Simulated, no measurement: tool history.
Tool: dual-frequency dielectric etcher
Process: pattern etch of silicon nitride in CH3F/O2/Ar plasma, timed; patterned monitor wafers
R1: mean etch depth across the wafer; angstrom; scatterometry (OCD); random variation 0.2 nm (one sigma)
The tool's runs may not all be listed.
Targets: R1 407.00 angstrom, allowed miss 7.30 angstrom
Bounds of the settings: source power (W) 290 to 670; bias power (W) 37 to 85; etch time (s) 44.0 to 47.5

Run 1, hour 0.0: source power (W) 480, bias power (W) 61, etch time (s) 47.5. Result: R1 358.77 angstrom.
Run 2, hour 4.9: source power (W) 530, bias power (W) 61, etch time (s) 47.5. Result: R1 385.60 angstrom.
Run 3, hour 6.7: source power (W) 540, bias power (W) 61, etch time (s) 47.5. Result: R1 386.38 angstrom.
Run 4, hour 12.8: source power (W) 560, bias power (W) 61, etch time (s) 47.5. Result: R1 392.28 angstrom.
Run 5, hour 14.1: source power (W) 570, bias power (W) 61, etch time (s) 47.5. Result: R1 398.32 angstrom.
Run 6, hour 22.4: source power (W) 570, bias power (W) 61, etch time (s) 44.0. Result: R1 366.74 angstrom.
Run 7, hour 30.9: source power (W) 670, bias power (W) 68, etch time (s) 44.5. Result: R1 421.85 angstrom.
Run 8, hour 33.0: source power (W) 660, bias power (W) 68, etch time (s) 44.5. Result: R1 414.77 angstrom.
Run 9, hour 40.1: source power (W) 650, bias power (W) 68, etch time (s) 44.5. Result: R1 415.51 angstrom.

Which of these 4 next moves meets every target?
Run A, hour 47.2: source power (W) 600, bias power (W) 69, etch time (s) 45.5. Result: R1 ?.
Run B, hour 47.2: source power (W) 630, bias power (W) 70, etch time (s) 45.5. Result: R1 ?.
Run C, hour 47.2: source power (W) 650, bias power (W) 68, etch time (s) 46.0. Result: R1 ?.
Run D, hour 47.2: source power (W) 660, bias power (W) 70, etch time (s) 45.0. Result: R1 ?.

move      R1
   A  409.20
   B  422.36
   C  429.90
   D  428.26
A: meets every target
B: further off than the last run
C: further off than the last run
D: further off than the last run
Answer: A

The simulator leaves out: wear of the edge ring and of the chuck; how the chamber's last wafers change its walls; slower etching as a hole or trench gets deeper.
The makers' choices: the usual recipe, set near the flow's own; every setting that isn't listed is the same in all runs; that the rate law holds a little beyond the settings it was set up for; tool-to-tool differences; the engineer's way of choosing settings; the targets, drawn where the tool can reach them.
